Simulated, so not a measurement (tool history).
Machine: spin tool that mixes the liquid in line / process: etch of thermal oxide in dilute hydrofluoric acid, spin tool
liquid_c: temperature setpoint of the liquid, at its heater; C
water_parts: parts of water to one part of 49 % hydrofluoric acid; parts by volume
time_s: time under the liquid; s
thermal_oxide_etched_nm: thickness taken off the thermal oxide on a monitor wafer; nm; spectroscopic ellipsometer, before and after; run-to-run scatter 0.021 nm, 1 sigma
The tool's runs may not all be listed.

Run 1, day 0: liquid_c 22 C, water_parts 180 parts by volume, time_s 75 s. Result: thermal_oxide_etched_nm 1.4348 nm.
Run 2, day 0.267: liquid_c 22 C, water_parts 180 parts by volume, time_s 50 s. Result: thermal_oxide_etched_nm 0.95256 nm.
Run 3, day 0.429: liquid_c 22.5 C, water_parts 170 parts by volume, time_s 50 s. Result: thermal_oxide_etched_nm 1.0387 nm.
Run 4, day 0.688: liquid_c 22.5 C, water_parts 170 parts by volume, time_s 50 s. Result: thermal_oxide_etched_nm 1.0434 nm.
Run 5, day 0.946: liquid_c 22.5 C, water_parts 120 parts by volume, time_s 50 s. Result: thermal_oxide_etched_nm 1.5482 nm.
Run 6, day 1.079: liquid_c 22.5 C, water_parts 185 parts by volume, time_s 50 s. Result: thermal_oxide_etched_nm 0.93281 nm.
Run 7, day 1.238: liquid_c 22.5 C, water_parts 170 parts by volume, time_s 50 s. Result: thermal_oxide_etched_nm 1.0433 nm.
Run 8, day 1.325: liquid_c 22.5 C, water_parts 160 parts by volume, time_s 50 s. Result: thermal_oxide_etched_nm 1.1043 nm.
Run 9, day 1.646: liquid_c 22.5 C, water_parts 145 parts by volume, time_s 50 s. Result: thermal_oxide_etched_nm 1.2521 nm.
Run 10, day 1.925: liquid_c 22.5 C, water_parts 135 parts by volume, time_s 50 s. Result: thermal_oxide_etched_nm 1.3845 nm.
Run 11, day 2.1: liquid_c 22.5 C, water_parts 125 parts by volume, time_s 50 s. Result: thermal_oxide_etched_nm 1.487 nm.
Run 12, day 2.267: liquid_c 22.5 C, water_parts 120 parts by volume, time_s 50 s. Result: thermal_oxide_etched_nm 1.567 nm.
Run 13, day 2.638: liquid_c 22.5 C, water_parts 115 parts by volume, time_s 50 s. Result: thermal_oxide_etched_nm 1.63 nm.

For run 14, what comes out?
Run 14, day 2.742: liquid_c 22.5 C, water_parts 110 parts by volume, time_s 50 s. Result: thermal_oxide_etched_nm ?.

Run 14 measured thermal_oxide_etched_nm 1.7312 nm.
